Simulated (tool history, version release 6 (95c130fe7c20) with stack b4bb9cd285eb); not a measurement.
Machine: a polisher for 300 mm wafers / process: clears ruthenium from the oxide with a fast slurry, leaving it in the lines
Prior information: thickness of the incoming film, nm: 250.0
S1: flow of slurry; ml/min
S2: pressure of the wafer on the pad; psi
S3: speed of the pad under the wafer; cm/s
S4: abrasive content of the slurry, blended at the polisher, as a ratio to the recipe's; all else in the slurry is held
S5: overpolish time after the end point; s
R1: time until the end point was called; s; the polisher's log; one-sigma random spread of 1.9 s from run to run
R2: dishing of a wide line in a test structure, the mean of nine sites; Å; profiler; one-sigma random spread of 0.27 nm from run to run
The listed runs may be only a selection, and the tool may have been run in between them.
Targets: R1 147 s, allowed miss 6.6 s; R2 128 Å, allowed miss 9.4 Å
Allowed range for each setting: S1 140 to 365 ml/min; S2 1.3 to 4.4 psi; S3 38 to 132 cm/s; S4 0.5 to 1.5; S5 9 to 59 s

run  hour   S1   S2  S3    S4  S5      R1      R2
  1     0  235  2.8  84     1  30  74.311  643.07
  2   0.6  235  2.8  84   0.9  30  77.465  620.05
  3   4.5  235  2.6  78   0.8  25  97.381  468.51
  4     8  235  2.4  76  0.75  21   110.7   355.5
  5  16.2  235  2.4  76  0.75  32   106.6   500.7
  6    24  235  1.9  76  0.75  32  136.55   429.9
  7  29.9  250  2.1  66   0.7  26  145.17  339.96
  8  35.6  280  2.2  62  0.65  22  158.11  270.49
  9  39.2  300  2.5  56   0.6  19  160.58  241.99
 10  45.5  315  2.7  52   0.6  17   162.8  219.58
 11  46.4  325  2.9  48   0.6  15  160.44  194.19
 12  53.8  325  2.9  48   0.6  15  161.07  190.42
 13  62.7  335  3.1  46   0.6  14  156.46  190.47
 14  70.9  270  2.9  54  0.55   9  157.22  123.47

Which of these 5 next moves meets every target?
  A  79.1  300  3.2  44  0.55  11   ?   ?
  B  79.1  275  2.9  58  0.55  11   ?   ?
  C  79.1  245  2.9  52  0.65   9   ?   ?
  D  79.1  255  2.8  50   0.6  10   ?   ?
  E  79.1  250  2.9  56   0.5  11   ?   ?

move      R1      R2
   A  166.48  131.23
   B  141.79  152.73
   C  140.97  127.02
   D  159.52  124.83
   E  159.08  137.02
A: its largest miss is bigger than the last run's
B: the worst result of the last run now meets its target, but another is out of spec
C: each result inside its tolerance
D: its largest miss is bigger than the last run's
E: its largest miss is bigger than the last run's
The right move is C.

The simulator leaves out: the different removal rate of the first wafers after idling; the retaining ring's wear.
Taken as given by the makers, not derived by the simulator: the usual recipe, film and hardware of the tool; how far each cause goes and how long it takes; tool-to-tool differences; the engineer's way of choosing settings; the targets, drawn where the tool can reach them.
